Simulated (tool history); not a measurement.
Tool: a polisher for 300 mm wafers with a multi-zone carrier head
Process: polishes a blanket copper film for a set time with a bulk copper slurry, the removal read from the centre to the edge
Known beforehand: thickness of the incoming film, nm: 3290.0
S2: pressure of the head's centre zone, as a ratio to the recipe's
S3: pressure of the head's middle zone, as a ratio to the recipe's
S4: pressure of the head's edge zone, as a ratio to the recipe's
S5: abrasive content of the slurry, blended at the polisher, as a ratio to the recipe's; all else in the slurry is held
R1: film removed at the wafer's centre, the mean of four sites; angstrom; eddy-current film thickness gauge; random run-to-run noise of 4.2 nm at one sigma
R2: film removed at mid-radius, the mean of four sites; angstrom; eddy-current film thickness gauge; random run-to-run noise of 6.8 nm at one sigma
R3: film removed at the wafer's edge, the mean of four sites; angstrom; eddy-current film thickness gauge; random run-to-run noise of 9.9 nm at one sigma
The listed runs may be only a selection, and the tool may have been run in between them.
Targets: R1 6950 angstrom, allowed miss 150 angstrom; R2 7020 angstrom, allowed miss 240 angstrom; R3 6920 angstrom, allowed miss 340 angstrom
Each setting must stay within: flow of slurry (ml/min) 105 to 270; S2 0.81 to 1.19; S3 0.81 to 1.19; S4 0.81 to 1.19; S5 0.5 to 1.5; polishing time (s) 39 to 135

run 1 hour=0 | flow_of_slurry_(ml/min)=175 S2=1 S3=1 S4=1 S5=1 polishing_time_(s)=87 | R1=8238.9 R2=7966 R3=8364.7
run 2 hour=5.8 | flow_of_slurry_(ml/min)=175 S2=1 S3=1 S4=1.08 S5=1 polishing_time_(s)=87 | R1=8274.6 R2=8174.2 R3=8583.3
run 3 hour=9.4 | flow_of_slurry_(ml/min)=175 S2=1 S3=1 S4=1.08 S5=1 polishing_time_(s)=106 | R1=9967.7 R2=9846.8 R3=10601
run 4 hour=14.2 | flow_of_slurry_(ml/min)=175 S2=0.94 S3=1 S4=1.08 S5=1 polishing_time_(s)=106 | R1=9337.8 R2=9994.3 R3=10695
run 5 hour=23.2 | flow_of_slurry_(ml/min)=175 S2=0.94 S3=1 S4=1.13 S5=1 polishing_time_(s)=106 | R1=9370.1 R2=9868.4 R3=10780
run 6 hour=26.7 | flow_of_slurry_(ml/min)=175 S2=0.94 S3=1 S4=1.09 S5=1 polishing_time_(s)=106 | R1=9469.2 R2=10059 R3=10628
run 7 hour=34.3 | flow_of_slurry_(ml/min)=175 S2=0.94 S3=0.99 S4=1.02 S5=0.85 polishing_time_(s)=99 | R1=8450.4 R2=8811.8 R3=9519
run 8 hour=43.2 | flow_of_slurry_(ml/min)=180 S2=0.96 S3=1.01 S4=0.98 S5=0.75 polishing_time_(s)=93 | R1=7975 R2=8195.6 R3=8291.3
run 9 hour=45.8 | flow_of_slurry_(ml/min)=175 S2=0.96 S3=1.01 S4=0.95 S5=0.65 polishing_time_(s)=91 | R1=7562.5 R2=7768.6 R3=7719.6
run 10 hour=49.9 | flow_of_slurry_(ml/min)=160 S2=0.96 S3=1 S4=0.93 S5=0.6 polishing_time_(s)=91 | R1=7406.3 R2=7485.2 R3=7590.7
run 11 hour=54.7 | flow_of_slurry_(ml/min)=155 S2=0.96 S3=1 S4=0.9 S5=0.55 polishing_time_(s)=91 | R1=7162.3 R2=7478.2 R3=7532.7

4 next moves are on the table. One of them brings every result within its allowed miss. Which?
run A hour=59.5 | flow_of_slurry_(ml/min)=190 S2=0.97 S3=1 S4=0.91 S5=0.55 polishing_time_(s)=84 | R1=? R2=? R3=?
run B hour=59.5 | flow_of_slurry_(ml/min)=165 S2=1 S3=0.92 S4=0.88 S5=0.65 polishing_time_(s)=87 | R1=? R2=? R3=?
run C hour=59.5 | flow_of_slurry_(ml/min)=180 S2=0.85 S3=0.84 S4=0.89 S5=0.7 polishing_time_(s)=97 | R1=? R2=? R3=?
run D hour=59.5 | flow_of_slurry_(ml/min)=125 S2=0.85 S3=0.86 S4=0.99 S5=0.5 polishing_time_(s)=107 | R1=? R2=? R3=?

move=A R1=6855.1 R2=7053.7 R3=7136.2
move=B R1=7399.1 R2=6904.5 R3=7424.5
move=C R1=7202.1 R2=7342.5 R3=8530.3
move=D R1=6979.5 R2=7305.9 R3=8887.8
A: all results land within tolerance of their targets
B: meets the target for the result that was furthest off, but another lies outside its allowed miss
C: further off than the last run
D: further off than the last run
So the answer is move A, the one that meets all the targets.
